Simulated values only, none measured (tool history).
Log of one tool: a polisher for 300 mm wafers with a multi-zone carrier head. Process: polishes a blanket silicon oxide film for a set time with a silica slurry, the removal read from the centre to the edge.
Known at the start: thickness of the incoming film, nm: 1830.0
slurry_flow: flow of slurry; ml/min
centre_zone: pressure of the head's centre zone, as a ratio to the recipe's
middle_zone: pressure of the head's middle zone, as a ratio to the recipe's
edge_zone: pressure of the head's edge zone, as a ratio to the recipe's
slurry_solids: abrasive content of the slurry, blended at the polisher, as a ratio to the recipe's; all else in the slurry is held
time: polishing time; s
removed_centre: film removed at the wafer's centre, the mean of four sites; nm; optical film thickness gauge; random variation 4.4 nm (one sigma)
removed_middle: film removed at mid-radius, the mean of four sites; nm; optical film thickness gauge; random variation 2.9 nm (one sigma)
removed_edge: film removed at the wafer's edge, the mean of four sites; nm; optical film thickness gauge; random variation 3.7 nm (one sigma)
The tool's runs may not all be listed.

run 1 hour=0 | slurry_flow=150 centre_zone=1 middle_zone=1 edge_zone=1 slurry_solids=1 time=61 | removed_centre=261.25 removed_middle=259.51 removed_edge=269.89
run 2 hour=3.7 | slurry_flow=150 centre_zone=0.95 middle_zone=1 edge_zone=1 slurry_solids=1 time=61 | removed_centre=247.29 removed_middle=258.78 removed_edge=269.9
run 3 hour=6.7 | slurry_flow=150 centre_zone=0.95 middle_zone=1 edge_zone=1 slurry_solids=1.1 time=61 | removed_centre=259.74 removed_middle=271.9 removed_edge=277.01
run 4 hour=11.4 | slurry_flow=150 centre_zone=0.95 middle_zone=1 edge_zone=1 slurry_solids=1.1 time=48 | removed_centre=206.39 removed_middle=211.87 removed_edge=217.42
run 5 hour=15.1 | slurry_flow=160 centre_zone=1.01 middle_zone=0.98 edge_zone=1.05 slurry_solids=1.25 time=52 | removed_centre=250.75 removed_middle=236.64 removed_edge=252.8
run 6 hour=23.5 | slurry_flow=165 centre_zone=1.05 middle_zone=0.98 edge_zone=1.08 slurry_solids=1.35 time=56 | removed_centre=289.47 removed_middle=267.45 removed_edge=289
run 7 hour=31.9 | slurry_flow=175 centre_zone=1.09 middle_zone=0.98 edge_zone=1.1 slurry_solids=1.4 time=58 | removed_centre=318.65 removed_middle=282.76 removed_edge=306.06
run 8 hour=37.2 | slurry_flow=180 centre_zone=1.12 middle_zone=0.98 edge_zone=1.12 slurry_solids=1.45 time=60 | removed_centre=350.63 removed_middle=300.59 removed_edge=326.08
run 9 hour=42.3 | slurry_flow=185 centre_zone=1.13 middle_zone=0.97 edge_zone=1.14 slurry_solids=1.45 time=61 | removed_centre=358.39 removed_middle=306.38 removed_edge=333.88

Forecast run 10:
run 10 hour=51.3 | slurry_flow=190 centre_zone=1.14 middle_zone=0.96 edge_zone=1.15 slurry_solids=1.45 time=62 | removed_centre=? removed_middle=? removed_edge=?

{"run 10": {"removed_centre": 371.77, "removed_middle": 306.11, "removed_edge": 342.28}}
